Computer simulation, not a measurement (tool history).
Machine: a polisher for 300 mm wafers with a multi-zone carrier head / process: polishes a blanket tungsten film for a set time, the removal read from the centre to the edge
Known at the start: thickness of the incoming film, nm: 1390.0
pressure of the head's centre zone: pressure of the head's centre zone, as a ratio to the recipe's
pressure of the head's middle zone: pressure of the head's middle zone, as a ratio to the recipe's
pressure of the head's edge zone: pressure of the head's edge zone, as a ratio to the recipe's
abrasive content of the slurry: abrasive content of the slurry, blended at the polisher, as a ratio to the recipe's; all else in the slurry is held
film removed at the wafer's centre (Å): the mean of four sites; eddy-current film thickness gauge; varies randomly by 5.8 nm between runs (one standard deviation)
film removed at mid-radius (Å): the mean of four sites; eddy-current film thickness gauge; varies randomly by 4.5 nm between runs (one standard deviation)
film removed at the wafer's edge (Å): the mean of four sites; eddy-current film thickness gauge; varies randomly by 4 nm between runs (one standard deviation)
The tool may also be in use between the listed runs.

run,hour,flow of slurry (ml/min),pressure of the head's centre zone,pressure of the head's middle zone,pressure of the head's edge zone,abrasive content of the slurry,polishing time (s),film removed at the wafer's centre (Å),film removed at mid-radius (Å),film removed at the wafer's edge (Å)
1,0.0,195,1.00,1.00,1.00,1.00,58,3068.8,3068.1,3075.6
2,6.2,205,1.02,1.03,1.00,1.05,58,3238.8,3342.2,3098.8
3,10.7,205,1.02,1.03,1.00,1.05,69,3800.6,3977.8,3722.0
4,14.5,205,1.03,1.03,0.98,1.05,69,3899.3,3900.8,3656.3
5,16.3,230,1.03,1.03,0.98,1.05,69,3984.3,3940.2,3698.1
6,20.1,230,1.03,0.96,0.98,1.05,69,3929.4,3729.0,3748.2
7,24.1,230,1.03,0.98,0.97,1.05,69,3934.1,3829.6,3789.5
8,30.0,230,1.04,1.00,0.96,1.05,69,3986.3,3847.8,3723.0
9,38.4,230,1.04,1.02,0.95,1.05,69,4004.2,3957.2,3639.5
10,39.8,230,1.04,1.02,0.94,1.05,69,3998.8,3946.3,3627.1

Run 11, settings as shown, results not yet in. Your forecast:
11,48.8,230,1.04,1.02,0.93,1.05,69,?,?,?

{"run 11": {"film removed at the wafer's centre (Å)": 4012.0, "film removed at mid-radius (Å)": 3952.0, "film removed at the wafer's edge (Å)": 3630.3}}
